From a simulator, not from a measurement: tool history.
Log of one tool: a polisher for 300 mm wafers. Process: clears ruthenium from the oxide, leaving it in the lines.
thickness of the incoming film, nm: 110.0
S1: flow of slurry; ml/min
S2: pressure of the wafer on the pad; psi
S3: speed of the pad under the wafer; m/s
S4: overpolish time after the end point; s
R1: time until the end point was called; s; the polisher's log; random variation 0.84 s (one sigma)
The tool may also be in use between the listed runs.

Run 1, hour 0: S1 145 ml/min, S2 2.8 psi, S3 0.98 m/s, S4 15 s. Result: R1 66.652 s.
Run 2, hour 7.5: S1 145 ml/min, S2 2.8 psi, S3 1.18 m/s, S4 15 s. Result: R1 57.572 s.
Run 3, hour 9.5: S1 145 ml/min, S2 2.8 psi, S3 1.06 m/s, S4 15 s. Result: R1 63.043 s.
Run 4, hour 11.8: S1 140 ml/min, S2 2.6 psi, S3 1.06 m/s, S4 15 s. Result: R1 67.373 s.
Run 5, hour 18.8: S1 140 ml/min, S2 3.2 psi, S3 1.06 m/s, S4 15 s. Result: R1 54.836 s.
Run 6, hour 27.8: S1 140 ml/min, S2 3.2 psi, S3 1.06 m/s, S4 15 s. Result: R1 55.363 s.
Run 7, hour 30.2: S1 125 ml/min, S2 2.4 psi, S3 1.04 m/s, S4 15 s. Result: R1 76.126 s.
Run 8, hour 37.7: S1 120 ml/min, S2 2.4 psi, S3 1.04 m/s, S4 15 s. Result: R1 77.61 s.
Run 9, hour 38.9: S1 115 ml/min, S2 2.4 psi, S3 1.04 m/s, S4 15 s. Result: R1 76.484 s.

Run 10 comes next. What will it give?
Run 10, hour 43: S1 115 ml/min, S2 2.2 psi, S3 1.04 m/s, S4 15 s. Result: R1 ?.

Run 10 gave R1 85.016 s.

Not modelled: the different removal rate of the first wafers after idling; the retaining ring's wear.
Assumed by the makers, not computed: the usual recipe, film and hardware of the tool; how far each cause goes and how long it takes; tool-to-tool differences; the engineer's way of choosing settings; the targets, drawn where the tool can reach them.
